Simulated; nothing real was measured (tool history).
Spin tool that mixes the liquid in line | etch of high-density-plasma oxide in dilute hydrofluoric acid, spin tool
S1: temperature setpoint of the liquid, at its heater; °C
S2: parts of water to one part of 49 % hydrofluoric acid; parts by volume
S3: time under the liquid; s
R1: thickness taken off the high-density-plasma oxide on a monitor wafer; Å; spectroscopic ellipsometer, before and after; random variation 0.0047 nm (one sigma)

run 1 hour=0.0 | S1=22.0 S2=220 S3=60 | R1=18.1940
run 2 hour=1.7 | S1=20.5 S2=235 S3=60 | R1=15.7630
run 3 hour=6.2 | S1=20.5 S2=235 S3=40 | R1=10.5340
run 4 hour=12.8 | S1=21.0 S2=235 S3=40 | R1=10.8410
-- hour=17.2 hydrofluoric acid flow meter replaced
run 5 hour=17.2 | S1=21.5 S2=235 S3=40 | R1=9.9564
run 6 hour=21.6 | S1=20.5 S2=235 S3=40 | R1=9.6261
run 7 hour=22.2 | S1=21.0 S2=235 S3=40 | R1=9.7882
run 8 hour=25.0 | S1=22.0 S2=235 S3=40 | R1=10.2430
run 9 hour=27.9 | S1=21.5 S2=230 S3=40 | R1=10.2950
run 10 hour=31.0 | S1=21.0 S2=225 S3=40 | R1=10.3800

Run 11 comes next. What will it give?
run 11 hour=33.6 | S1=21.5 S2=225 S3=40 | R1=?

{"run 11": {"R1": 10.594}}
